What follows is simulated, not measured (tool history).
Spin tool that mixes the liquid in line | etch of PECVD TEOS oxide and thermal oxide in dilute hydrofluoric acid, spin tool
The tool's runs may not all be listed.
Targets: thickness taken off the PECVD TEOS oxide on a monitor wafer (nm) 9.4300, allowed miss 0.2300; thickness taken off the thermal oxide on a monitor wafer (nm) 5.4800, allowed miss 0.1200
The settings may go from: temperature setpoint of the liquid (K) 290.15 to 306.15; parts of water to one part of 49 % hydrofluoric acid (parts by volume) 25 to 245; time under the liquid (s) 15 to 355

run,hour,temperature setpoint of the liquid (K),parts of water to one part of 49 % hydrofluoric acid (parts by volume),time under the liquid (s),thickness taken off the PECVD TEOS oxide on a monitor wafer (nm),thickness taken off the thermal oxide on a monitor wafer (nm)
1,0.0,298.15,135,180,11.8350,6.8864
2,5.5,297.65,135,180,11.5880,6.6979
3,9.6,299.65,135,180,12.7110,7.2847
4,12.9,299.65,135,130,8.9276,5.2737
5,17.3,300.15,135,130,9.1592,5.3516
6,20.3,300.15,105,130,12.2290,7.1796
7,21.7,296.15,105,130,10.5200,6.1277
8,24.5,295.65,105,130,10.3190,6.0414
9,27.9,295.15,105,130,9.9982,5.8792
10,35.0,295.15,105,130,10.2070,5.8439
11,39.1,294.65,105,130,9.8997,5.7281
12,47.3,294.15,105,130,9.7405,5.6413

Which of these 4 next moves meets every target?
A,55.5,290.15,180,295,?,?
B,55.5,292.65,150,215,?,?
C,55.5,303.15,135,125,?,?
D,55.5,296.65,105,115,?,?

move,thickness taken off the PECVD TEOS oxide on a monitor wafer (nm),thickness taken off the thermal oxide on a monitor wafer (nm)
A,10.0940,5.8937
B,10.0520,5.8689
C,9.8660,5.7605
D,9.4685,5.5284
A: further off than the last run
B: further off than the last run
C: further off than the last run
D: meets every target
Move D is the one to make.
